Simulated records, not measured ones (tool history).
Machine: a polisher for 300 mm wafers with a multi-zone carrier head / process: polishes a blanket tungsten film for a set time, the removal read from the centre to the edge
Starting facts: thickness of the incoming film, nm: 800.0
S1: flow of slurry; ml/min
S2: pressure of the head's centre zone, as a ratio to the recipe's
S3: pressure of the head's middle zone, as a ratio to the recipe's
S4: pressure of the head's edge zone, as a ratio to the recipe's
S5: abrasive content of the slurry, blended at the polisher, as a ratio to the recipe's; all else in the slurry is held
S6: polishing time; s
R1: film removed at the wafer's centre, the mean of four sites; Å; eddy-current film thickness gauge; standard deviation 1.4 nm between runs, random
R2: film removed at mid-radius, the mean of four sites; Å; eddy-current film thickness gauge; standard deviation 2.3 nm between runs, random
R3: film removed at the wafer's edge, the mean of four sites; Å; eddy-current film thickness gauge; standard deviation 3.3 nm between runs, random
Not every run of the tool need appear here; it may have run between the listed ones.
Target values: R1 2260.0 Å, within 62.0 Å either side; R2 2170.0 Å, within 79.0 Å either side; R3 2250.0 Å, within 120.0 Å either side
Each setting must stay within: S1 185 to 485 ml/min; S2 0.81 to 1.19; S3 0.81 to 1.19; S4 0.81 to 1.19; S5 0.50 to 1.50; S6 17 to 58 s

| run | hour | S1 | S2 | S3 | S4 | S5 | S6 | R1 | R2 | R3 |
|---|---|---|---|---|---|---|---|---|---|---|
| 1 | 0.0 | 310 | 1.00 | 1.00 | 1.00 | 1.00 | 37 | 2480.9 | 2450.3 | 2544.5 |
| 2 | 3.7 | 310 | 1.00 | 1.00 | 0.94 | 1.00 | 37 | 2512.5 | 2434.4 | 2472.0 |
| 3 | 5.5 | 305 | 0.99 | 0.99 | 0.92 | 0.95 | 37 | 2446.2 | 2381.6 | 2438.5 |
| 4 | 13.4 | 305 | 0.99 | 0.99 | 0.92 | 0.95 | 45 | 2970.7 | 2880.7 | 2937.4 |
| 5 | 15.8 | 305 | 0.99 | 1.05 | 0.92 | 0.95 | 45 | 2977.2 | 3087.2 | 2932.5 |
| 6 | 23.3 | 310 | 0.98 | 1.03 | 0.90 | 0.85 | 44 | 2791.9 | 2907.8 | 2848.2 |
| 7 | 25.6 | 310 | 0.98 | 1.03 | 0.90 | 0.85 | 44 | 2790.6 | 2906.0 | 2741.3 |
| 8 | 26.4 | 315 | 0.97 | 0.99 | 0.89 | 0.75 | 43 | 2652.9 | 2640.7 | 2725.5 |
| 9 | 31.6 | 310 | 0.98 | 0.99 | 0.87 | 0.70 | 42 | 2536.0 | 2589.5 | 2526.4 |
| 10 | 32.7 | 300 | 0.98 | 0.96 | 0.86 | 0.65 | 42 | 2518.7 | 2415.5 | 2479.1 |
| 11 | 33.6 | 285 | 0.97 | 0.95 | 0.85 | 0.60 | 42 | 2410.0 | 2313.8 | 2356.0 |
| 12 | 37.8 | 270 | 0.96 | 0.95 | 0.85 | 0.60 | 42 | 2349.4 | 2317.5 | 2346.2 |
| 13 | 38.7 | 260 | 0.96 | 0.94 | 0.85 | 0.60 | 42 | 2363.7 | 2314.3 | 2377.4 |
| 14 | 42.0 | 250 | 0.96 | 0.93 | 0.84 | 0.60 | 42 | 2323.4 | 2274.1 | 2344.6 |
| 15 | 45.7 | 245 | 0.96 | 0.92 | 0.83 | 0.60 | 42 | 2347.9 | 2261.9 | 2341.8 |
|  | 50.3 | slurry nozzle cleaned |
| 16 | 50.3 | 240 | 0.96 | 0.92 | 0.82 | 0.60 | 42 | 2441.3 | 2270.9 | 2353.0 |
| 17 | 56.3 | 235 | 0.95 | 0.92 | 0.82 | 0.60 | 42 | 2389.3 | 2305.9 | 2392.2 |
| 18 | 64.1 | 235 | 0.96 | 0.92 | 0.83 | 0.55 | 42 | 2349.8 | 2234.7 | 2386.9 |
| 19 | 66.7 | 245 | 0.95 | 0.92 | 0.82 | 0.55 | 42 | 2379.0 | 2264.9 | 2299.5 |
| 20 | 68.0 | 240 | 0.94 | 0.91 | 0.82 | 0.55 | 42 | 2347.0 | 2290.2 | 2289.5 |
| 21 | 72.5 | 235 | 0.94 | 0.91 | 0.82 | 0.55 | 42 | 2331.3 | 2252.1 | 2358.3 |

Exactly one of the 5 candidate moves below puts every result within its allowed miss. Which one?
| A | 77.0 | 250 | 1.03 | 0.89 | 0.81 | 0.60 | 38 | ? | ? | ? |
| B | 77.0 | 265 | 0.95 | 0.92 | 0.82 | 0.65 | 41 | ? | ? | ? |
| C | 77.0 | 300 | 1.00 | 0.94 | 0.83 | 0.60 | 39 | ? | ? | ? |
| D | 77.0 | 245 | 0.88 | 0.85 | 0.89 | 0.50 | 46 | ? | ? | ? |
| E | 77.0 | 210 | 0.94 | 0.90 | 0.81 | 0.55 | 41 | ? | ? | ? |

| move | R1 | R2 | R3 |
|---|---|---|---|
| A | 2393.2 | 2020.1 | 2185.0 |
| B | 2439.3 | 2295.5 | 2424.0 |
| C | 2420.4 | 2199.0 | 2288.2 |
| D | 2360.1 | 2250.3 | 2637.3 |
| E | 2271.2 | 2125.7 | 2284.2 |
A: the biggest miss grows against the last run
B: the biggest miss grows against the last run
C: the biggest miss grows against the last run
D: the biggest miss grows against the last run
E: each result inside its tolerance
Correct choice: E, which meets every target
